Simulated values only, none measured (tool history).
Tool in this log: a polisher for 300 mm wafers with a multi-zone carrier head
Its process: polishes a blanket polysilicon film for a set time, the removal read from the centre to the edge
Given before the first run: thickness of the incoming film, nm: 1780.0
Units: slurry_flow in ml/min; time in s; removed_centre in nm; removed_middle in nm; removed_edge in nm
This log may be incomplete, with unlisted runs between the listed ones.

Run 1, hour 0.0: slurry_flow 155 ml/min, centre_zone 1.00, middle_zone 1.00, edge_zone 1.00, time 59 s. Result: removed_centre 608.42 nm, removed_middle 645.32 nm, removed_edge 666.21 nm.
Run 2, hour 6.7: slurry_flow 115 ml/min, centre_zone 1.00, middle_zone 1.00, edge_zone 1.00, time 59 s. Result: removed_centre 540.60 nm, removed_middle 600.95 nm, removed_edge 617.14 nm.
Run 3, hour 8.7: slurry_flow 115 ml/min, centre_zone 1.00, middle_zone 0.91, edge_zone 1.00, time 59 s. Result: removed_centre 564.86 nm, removed_middle 544.50 nm, removed_edge 619.26 nm.
Run 4, hour 16.7: slurry_flow 115 ml/min, centre_zone 1.07, middle_zone 0.91, edge_zone 1.00, time 59 s. Result: removed_centre 601.87 nm, removed_middle 556.64 nm, removed_edge 622.85 nm.
At hour 23.3: centre zone pressure recalibrated.
Run 5, hour 23.3: slurry_flow 135 ml/min, centre_zone 1.09, middle_zone 0.92, edge_zone 1.01, time 60 s. Result: removed_centre 685.73 nm, removed_middle 587.38 nm, removed_edge 660.19 nm.
Run 6, hour 25.3: slurry_flow 155 ml/min, centre_zone 1.09, middle_zone 0.94, edge_zone 1.03, time 60 s. Result: removed_centre 729.07 nm, removed_middle 636.04 nm, removed_edge 670.20 nm.
Run 7, hour 30.9: slurry_flow 165 ml/min, centre_zone 1.08, middle_zone 0.93, edge_zone 1.04, time 62 s. Result: removed_centre 748.87 nm, removed_middle 639.84 nm, removed_edge 710.52 nm.
Run 8, hour 32.1: slurry_flow 175 ml/min, centre_zone 1.09, middle_zone 0.94, edge_zone 1.06, time 63 s. Result: removed_centre 776.79 nm, removed_middle 654.80 nm, removed_edge 722.19 nm.
Run 9, hour 37.0: slurry_flow 185 ml/min, centre_zone 1.09, middle_zone 0.95, edge_zone 1.06, time 64 s. Result: removed_centre 794.58 nm, removed_middle 685.35 nm, removed_edge 747.53 nm.

Run 10 has not been measured yet. What should we expect?
Run 10, hour 38.2: slurry_flow 195 ml/min, centre_zone 1.10, middle_zone 0.96, edge_zone 1.07, time 65 s. Result: removed_centre ?, removed_middle ?, removed_edge ?.

{"run 10": {"removed_centre": 813.84, "removed_middle": 705.61, "removed_edge": 770.98}}
